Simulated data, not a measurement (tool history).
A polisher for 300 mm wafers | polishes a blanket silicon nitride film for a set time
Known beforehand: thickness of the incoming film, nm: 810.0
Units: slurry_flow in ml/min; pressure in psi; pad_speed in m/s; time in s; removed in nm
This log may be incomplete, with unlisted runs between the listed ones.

run    day  slurry_flow  pressure  pad_speed  time  removed
  1  0.000          215       2.5       0.96    55   66.128
  2  0.062          215       2.2       0.96    55   58.969
  3  0.346          215       2.6       0.96    55   71.001
  4  0.371          215       2.6       0.82    55   61.817
  5  0.521          215       2.4       0.82    55   58.170
  6  0.842          260       2.4       0.82    55   58.707
  7  0.996          260       2.2       0.82    55   53.866

The next listed run, before its measurement:
  8  1.125          260       2.0       0.82    55        ?

removed: 49.762 nm

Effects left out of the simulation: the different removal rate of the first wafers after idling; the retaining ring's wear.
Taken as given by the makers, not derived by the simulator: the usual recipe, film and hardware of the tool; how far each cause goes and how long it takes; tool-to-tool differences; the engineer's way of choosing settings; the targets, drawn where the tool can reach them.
